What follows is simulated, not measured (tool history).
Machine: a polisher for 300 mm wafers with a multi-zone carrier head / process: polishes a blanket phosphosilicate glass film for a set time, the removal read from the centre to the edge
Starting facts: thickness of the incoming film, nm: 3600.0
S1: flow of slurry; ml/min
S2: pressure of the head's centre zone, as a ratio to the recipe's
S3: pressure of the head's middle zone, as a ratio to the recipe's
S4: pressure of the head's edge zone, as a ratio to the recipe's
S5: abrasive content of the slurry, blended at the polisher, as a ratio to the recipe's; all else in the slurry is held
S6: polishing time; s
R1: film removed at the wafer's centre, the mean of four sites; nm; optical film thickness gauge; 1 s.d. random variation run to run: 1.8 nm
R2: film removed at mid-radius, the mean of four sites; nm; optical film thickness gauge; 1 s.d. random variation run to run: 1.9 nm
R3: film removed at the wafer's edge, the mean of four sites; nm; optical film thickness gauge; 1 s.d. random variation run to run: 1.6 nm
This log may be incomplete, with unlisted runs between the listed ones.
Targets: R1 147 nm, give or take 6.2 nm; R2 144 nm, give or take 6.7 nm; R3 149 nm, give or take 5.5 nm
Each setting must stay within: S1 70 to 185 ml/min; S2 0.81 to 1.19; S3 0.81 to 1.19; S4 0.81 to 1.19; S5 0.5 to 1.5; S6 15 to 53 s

run,hour,S1,S2,S3,S4,S5,S6,R1,R2,R3
1,0,120,1,1,1,1,34,355.22,378.97,368.52
2,3.3,110,1,0.97,0.97,0.85,29,282.05,293.18,291.13
3,11.5,110,0.95,0.97,0.97,0.85,29,271.37,298.73,290.67
4,20.4,100,0.96,0.94,0.94,0.75,25,224.84,228.4,236.33
5,27.7,100,0.96,0.94,0.87,0.75,25,220.26,232.26,223.65
6,33.9,125,0.96,0.94,0.87,0.75,25,238.24,246.64,231.15
7,38.9,120,0.95,0.92,0.86,0.7,23,213.36,209.54,207.96
8,47.4,115,0.93,0.92,0.85,0.65,21,184.3,185.33,183.19

Which single option among these 4 for the next run brings every result within its allowed miss of target? Just one does.
A,55.9,115,0.92,0.93,0.84,0.65,17,?,?,?
B,55.9,105,0.92,0.93,0.84,0.55,17,?,?,?
C,55.9,105,0.95,0.87,0.87,0.65,17,?,?,?
D,55.9,140,0.95,1,0.81,0.55,16,?,?,?

move,R1,R2,R3
A,148.47,155.06,148.63
B,138.25,144.94,140.06
C,148.27,142.89,148.4
D,145.84,156.15,136.52
A: puts the biggest miss on target and leaves a different result outside tolerance
B: carries the result that was furthest off beyond its target, to the other side
C: all results land within tolerance of their targets
D: carries the result that was furthest off beyond its target, to the other side
So the answer is move C, the one that meets all the targets.
